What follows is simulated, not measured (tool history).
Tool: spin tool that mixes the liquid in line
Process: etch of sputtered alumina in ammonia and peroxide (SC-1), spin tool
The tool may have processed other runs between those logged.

| run | hour | temperature setpoint of the liquid (K) | parts of 29 % ammonia solution to one part of 30 % peroxide (parts by volume) | time under the liquid (s) | thickness taken off the sputtered alumina on a monitor wafer (angstrom) |
|---|---|---|---|---|---|
| 1 | 0 | 322.15 | 0.75 | 235 | 219.82 |
| 2 | 2.9 | 320.15 | 0.75 | 235 | 195.97 |
| 3 | 9.4 | 320.15 | 0.75 | 235 | 195.2 |
| 4 | 16.4 | 319.15 | 0.75 | 235 | 184.22 |
| 5 | 22.9 | 318.15 | 0.75 | 235 | 173.79 |
| 6 | 23.7 | 317.65 | 0.75 | 235 | 169.79 |
| 7 | 31.5 | 317.15 | 0.75 | 235 | 165 |
| 8 | 37.4 | 317.15 | 0.75 | 235 | 164.3 |
| 9 | 39.7 | 316.65 | 0.75 | 235 | 160.61 |

Run 10 comes next. What will it give?
| 10 | 45.7 | 316.65 | 0.75 | 235 | ? |

thickness taken off the sputtered alumina on a monitor wafer (angstrom): 160.61
